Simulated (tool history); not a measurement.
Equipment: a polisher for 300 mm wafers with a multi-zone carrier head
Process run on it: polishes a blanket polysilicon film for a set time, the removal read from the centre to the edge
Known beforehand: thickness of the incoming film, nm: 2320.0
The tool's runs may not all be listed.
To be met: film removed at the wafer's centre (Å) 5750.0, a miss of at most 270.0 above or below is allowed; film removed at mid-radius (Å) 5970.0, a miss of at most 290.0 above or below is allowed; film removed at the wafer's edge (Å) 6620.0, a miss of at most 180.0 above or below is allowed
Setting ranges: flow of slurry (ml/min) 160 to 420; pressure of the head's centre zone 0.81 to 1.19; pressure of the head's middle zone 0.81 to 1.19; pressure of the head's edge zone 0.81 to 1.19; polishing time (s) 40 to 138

run  hour  flow of slurry (ml/min)  pressure of the head's centre zone  pressure of the head's middle zone  pressure of the head's edge zone  polishing time (s)  film removed at the wafer's centre (Å)  film removed at mid-radius (Å)  film removed at the wafer's edge (Å)
  1   0.0                      270                                1.00                                1.00                              1.00                  88                                  7022.5                          6515.0                                6697.9
  2   2.3                      305                                1.00                                1.00                              1.00                  88                                  7116.6                          6798.3                                6829.7
  3   3.9                      305                                1.00                                1.00                              0.96                  88                                  6965.7                          6880.3                                6589.5
  4   5.6                      235                                1.00                                1.00                              0.96                  88                                  6687.8                          6573.9                                6623.5
  5  10.6                      235                                1.00                                1.00                              0.96                  67                                  5168.0                          5080.9                                4979.7
  6  19.4                      230                                0.98                                1.01                              0.99                  70                                  5338.0                          5483.5                                5276.5
  7  27.9                      220                                0.96                                1.00                              1.01                  72                                  5393.0                          5303.4                                5383.0
  8  32.5                      295                                0.86                                1.08                              1.11                  84                                  5708.0                          6827.4                                6721.5

Next run, 4 choices. One meets every target within its allowed miss, the rest don't. Which?
  A  37.1                      245                                0.90                                0.96                              1.17                  82                                       ?                               ?                                     ?
  B  37.1                      310                                0.81                                1.11                              1.18                  82                                       ?                               ?                                     ?
  C  37.1                      340                                0.86                                1.12                              1.05                  86                                       ?                               ?                                     ?
  D  37.1                      295                                0.83                                1.19                              1.01                  89                                       ?                               ?                                     ?

move  film removed at the wafer's centre (Å)  film removed at mid-radius (Å)  film removed at the wafer's edge (Å)
   A                                  5769.0                          6014.5                                6560.6
   B                                  5345.5                          6856.8                                6688.0
   C                                  5994.2                          7296.6                                6732.4
   D                                  5914.6                          7813.0                                6794.1
A: hits every target within its allowed miss
B: no nearer and no further than the last run
C: moves away from the targets compared with the last run
D: moves away from the targets compared with the last run
The move that meets every target is A.

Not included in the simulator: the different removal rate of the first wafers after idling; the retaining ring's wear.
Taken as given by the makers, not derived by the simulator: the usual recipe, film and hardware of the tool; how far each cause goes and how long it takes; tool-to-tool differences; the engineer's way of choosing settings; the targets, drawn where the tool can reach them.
